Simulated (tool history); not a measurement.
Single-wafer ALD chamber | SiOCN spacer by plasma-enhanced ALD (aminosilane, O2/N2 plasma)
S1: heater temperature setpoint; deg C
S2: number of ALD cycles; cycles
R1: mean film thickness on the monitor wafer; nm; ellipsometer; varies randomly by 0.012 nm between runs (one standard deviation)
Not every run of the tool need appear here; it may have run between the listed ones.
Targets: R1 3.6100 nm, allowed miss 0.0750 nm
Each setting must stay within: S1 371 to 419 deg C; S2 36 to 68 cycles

Run 1, hour 0.0: S1 395 deg C, S2 52 cycles. Result: R1 2.8796 nm.
Run 2, hour 7.7: S1 405 deg C, S2 52 cycles. Result: R1 2.8351 nm.
Run 3, hour 16.1: S1 405 deg C, S2 55 cycles. Result: R1 2.9901 nm.
Run 4, hour 17.7: S1 405 deg C, S2 56 cycles. Result: R1 3.0585 nm.
Run 5, hour 26.5: S1 405 deg C, S2 52 cycles. Result: R1 2.8321 nm.
Run 6, hour 29.9: S1 405 deg C, S2 57 cycles. Result: R1 3.1152 nm.
Run 7, hour 34.8: S1 405 deg C, S2 58 cycles. Result: R1 3.1296 nm.
Run 8, hour 40.2: S1 405 deg C, S2 59 cycles. Result: R1 3.2044 nm.
Run 9, hour 41.1: S1 405 deg C, S2 60 cycles. Result: R1 3.2559 nm.
Run 10, hour 47.5: S1 405 deg C, S2 61 cycles. Result: R1 3.3185 nm.
Run 11, hour 52.7: S1 405 deg C, S2 61 cycles. Result: R1 3.3255 nm.
Run 12, hour 60.8: S1 405 deg C, S2 62 cycles. Result: R1 3.3718 nm.
Run 13, hour 65.0: S1 405 deg C, S2 64 cycles. Result: R1 3.4904 nm.

Which one of the following 4 next-run settings gets every result inside its allowed miss? There is exactly one.
Run A, hour 69.2: S1 405 deg C, S2 63 cycles. Result: R1 ?.
Run B, hour 69.2: S1 406 deg C, S2 66 cycles. Result: R1 ?.
Run C, hour 69.2: S1 406 deg C, S2 64 cycles. Result: R1 ?.
Run D, hour 69.2: S1 411 deg C, S2 63 cycles. Result: R1 ?.

move      R1
   A  3.4195
   B  3.5699
   C  3.4617
   D  3.3480
A: moves away from the targets compared with the last run
B: each result inside its tolerance
C: moves away from the targets compared with the last run
D: moves away from the targets compared with the last run
The right move is B.

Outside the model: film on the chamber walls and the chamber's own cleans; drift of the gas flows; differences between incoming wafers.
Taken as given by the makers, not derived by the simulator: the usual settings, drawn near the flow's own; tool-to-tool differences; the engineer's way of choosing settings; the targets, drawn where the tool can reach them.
